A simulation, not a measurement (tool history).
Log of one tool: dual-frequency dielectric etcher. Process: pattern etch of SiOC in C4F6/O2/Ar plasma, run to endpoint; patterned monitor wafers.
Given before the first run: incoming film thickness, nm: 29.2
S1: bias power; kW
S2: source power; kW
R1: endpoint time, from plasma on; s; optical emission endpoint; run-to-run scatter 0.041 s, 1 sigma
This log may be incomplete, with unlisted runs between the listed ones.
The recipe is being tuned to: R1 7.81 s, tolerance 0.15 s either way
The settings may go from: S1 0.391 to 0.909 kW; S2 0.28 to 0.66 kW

run	day	S1	S2	R1
1	0	0.65	0.47	9.3018
2	0.146	0.65	0.4	9.9254
3	0.254	0.692	0.42	9.3889
4	0.542	0.627	0.42	9.8365
5	0.6	0.673	0.43	9.4576
6	0.883	0.711	0.44	9.1565
7	1.058	0.743	0.45	8.8984
8	1.425	0.77	0.46	8.7423
9	1.65	0.9	0.54	7.618
10	1.938	0.894	0.54	7.5886

Which one of the following 5 next-run settings gets every result inside its allowed miss? There is exactly one.
A	2.225	0.832	0.55	?
B	2.225	0.909	0.55	?
C	2.225	0.909	0.54	?
D	2.225	0.885	0.58	?
E	2.225	0.909	0.56	?

move	R1
A	7.8624
B	7.5411
C	7.592
D	7.4894
E	7.4915
A: hits every target within its allowed miss
B: misses by more than the last run did
C: just as far off the targets as the last run
D: misses by more than the last run did
E: misses by more than the last run did
Go with A: it meets all targets.
